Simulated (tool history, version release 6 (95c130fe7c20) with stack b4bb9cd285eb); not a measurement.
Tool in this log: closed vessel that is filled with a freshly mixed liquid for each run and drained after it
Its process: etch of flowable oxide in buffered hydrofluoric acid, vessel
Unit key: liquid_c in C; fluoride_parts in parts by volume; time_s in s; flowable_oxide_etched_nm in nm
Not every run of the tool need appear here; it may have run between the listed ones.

run,hour,liquid_c,fluoride_parts,time_s,flowable_oxide_etched_nm
1,0.0,20.0,20.0,30,55.044
2,2.7,20.0,15.0,30,75.666
3,11.4,22.0,15.0,30,83.516
4,18.8,24.0,15.0,30,93.089
5,27.0,22.5,15.0,30,84.822
6,32.7,22.5,15.0,30,84.620
7,39.9,24.0,14.5,30,95.864
8,47.2,25.0,14.5,30,100.410

Run 9 is up next; what results do you expect?
9,49.0,25.0,14.5,30,?

{"run 9": {"flowable_oxide_etched_nm": 101.56}}
